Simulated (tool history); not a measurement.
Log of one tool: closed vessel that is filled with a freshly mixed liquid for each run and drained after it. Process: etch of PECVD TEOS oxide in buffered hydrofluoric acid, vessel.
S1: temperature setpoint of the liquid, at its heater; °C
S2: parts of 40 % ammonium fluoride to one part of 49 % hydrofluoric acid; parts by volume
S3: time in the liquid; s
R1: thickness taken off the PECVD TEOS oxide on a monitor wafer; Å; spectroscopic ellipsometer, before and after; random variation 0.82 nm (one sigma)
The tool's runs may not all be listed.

run  hour    S1    S2   S3      R1
  1     0    25   9.5  105  1788.6
  2   3.5  26.5   9.5  105  1929.1
  3   7.4  26.5  11.5  105  1648.8
  4  10.4  28.5  11.5  105  1825.5
  5  14.1  28.5  11.5  115  1999.7
  6  16.4  28.5  11.5  105    1831
  7    19  29.5  11.5  105  1938.4
  8  25.6  30.5  11.5  105  2023.9
  9  26.8    31  11.5  105    2089

Forecast run 10:
 10  32.2  31.5  11.5  105   ?

Run 10 gave R1 2143.1 Å.
